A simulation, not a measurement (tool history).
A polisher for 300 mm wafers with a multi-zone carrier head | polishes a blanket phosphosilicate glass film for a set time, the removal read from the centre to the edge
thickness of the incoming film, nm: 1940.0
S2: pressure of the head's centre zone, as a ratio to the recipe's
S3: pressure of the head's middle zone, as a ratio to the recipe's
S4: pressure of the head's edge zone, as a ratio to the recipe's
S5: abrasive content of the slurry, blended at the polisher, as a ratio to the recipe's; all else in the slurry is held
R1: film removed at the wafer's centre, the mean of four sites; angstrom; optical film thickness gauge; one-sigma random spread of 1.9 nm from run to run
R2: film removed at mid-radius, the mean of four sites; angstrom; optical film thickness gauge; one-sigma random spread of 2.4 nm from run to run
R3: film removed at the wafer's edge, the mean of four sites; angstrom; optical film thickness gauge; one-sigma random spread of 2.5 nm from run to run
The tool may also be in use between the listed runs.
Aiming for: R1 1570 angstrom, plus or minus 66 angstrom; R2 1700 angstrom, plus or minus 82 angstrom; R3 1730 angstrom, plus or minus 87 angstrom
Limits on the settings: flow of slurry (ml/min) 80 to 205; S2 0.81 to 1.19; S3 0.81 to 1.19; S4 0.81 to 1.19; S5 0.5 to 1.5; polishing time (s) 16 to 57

Run 1, hour 0: flow of slurry (ml/min) 135, S2 1, S3 1, S4 1, S5 1, polishing time (s) 36. Result: R1 2141.9 angstrom, R2 2072.5 angstrom, R3 2166.4 angstrom.
Run 2, hour 4.9: flow of slurry (ml/min) 135, S2 0.99, S3 1, S4 0.99, S5 0.95, polishing time (s) 36. Result: R1 2109.1 angstrom, R2 2016.5 angstrom, R3 2008.3 angstrom.
Run 3, hour 12.4: flow of slurry (ml/min) 135, S2 0.99, S3 1, S4 0.99, S5 0.95, polishing time (s) 41. Result: R1 2356.8 angstrom, R2 2356.1 angstrom, R3 2340.5 angstrom.
Run 4, hour 21: flow of slurry (ml/min) 130, S2 0.97, S3 0.99, S4 0.99, S5 0.9, polishing time (s) 41. Result: R1 2314.5 angstrom, R2 2206.8 angstrom, R3 2351.3 angstrom.
Run 5, hour 24.3: flow of slurry (ml/min) 130, S2 0.95, S3 1, S4 0.99, S5 0.85, polishing time (s) 41. Result: R1 2215.2 angstrom, R2 2299.2 angstrom, R3 2265.3 angstrom.
Run 6, hour 25.8: flow of slurry (ml/min) 130, S2 0.89, S3 1, S4 0.99, S5 0.85, polishing time (s) 41. Result: R1 2114.2 angstrom, R2 2252 angstrom, R3 2286 angstrom.
Run 7, hour 27.4: flow of slurry (ml/min) 130, S2 0.88, S3 1, S4 0.99, S5 0.8, polishing time (s) 41. Result: R1 2129.5 angstrom, R2 2193.9 angstrom, R3 2261 angstrom.
Run 8, hour 35.4: flow of slurry (ml/min) 125, S2 0.87, S3 1.01, S4 0.99, S5 0.75, polishing time (s) 40. Result: R1 1981.8 angstrom, R2 2065.6 angstrom, R3 2163.8 angstrom.
Run 9, hour 37.3: flow of slurry (ml/min) 125, S2 0.86, S3 1.02, S4 0.98, S5 0.7, polishing time (s) 40. Result: R1 1910.1 angstrom, R2 2103.5 angstrom, R3 2036.9 angstrom.

Consider the 4 candidate settings below. Which is the only one whose results all fall within their allowed miss of target?
Run A, hour 39.2: flow of slurry (ml/min) 110, S2 0.83, S3 1.08, S4 0.95, S5 0.65, polishing time (s) 32. Result: R1 ?, R2 ?, R3 ?.
Run B, hour 39.2: flow of slurry (ml/min) 110, S2 0.95, S3 1.19, S4 0.88, S5 0.65, polishing time (s) 32. Result: R1 ?, R2 ?, R3 ?.
Run C, hour 39.2: flow of slurry (ml/min) 130, S2 0.91, S3 1.06, S4 0.94, S5 0.75, polishing time (s) 31. Result: R1 ?, R2 ?, R3 ?.
Run D, hour 39.2: flow of slurry (ml/min) 130, S2 0.85, S3 1.03, S4 1.04, S5 0.65, polishing time (s) 33. Result: R1 ?, R2 ?, R3 ?.

move      R1      R2      R3
   A  1480.4  1704.7  1559.9
   B  1588.9  1852.5  1503.5
   C  1608.5  1733.3  1593.5
   D  1584.8  1726.6  1708.3
A: moves the result that the last run missed by most past its target, out the other side
B: brings the last run's worst result on target, with another outside its allowed miss
C: brings the last run's worst result on target, with another outside its allowed miss
D: every result lands within tolerance
Go with D: it meets all targets.

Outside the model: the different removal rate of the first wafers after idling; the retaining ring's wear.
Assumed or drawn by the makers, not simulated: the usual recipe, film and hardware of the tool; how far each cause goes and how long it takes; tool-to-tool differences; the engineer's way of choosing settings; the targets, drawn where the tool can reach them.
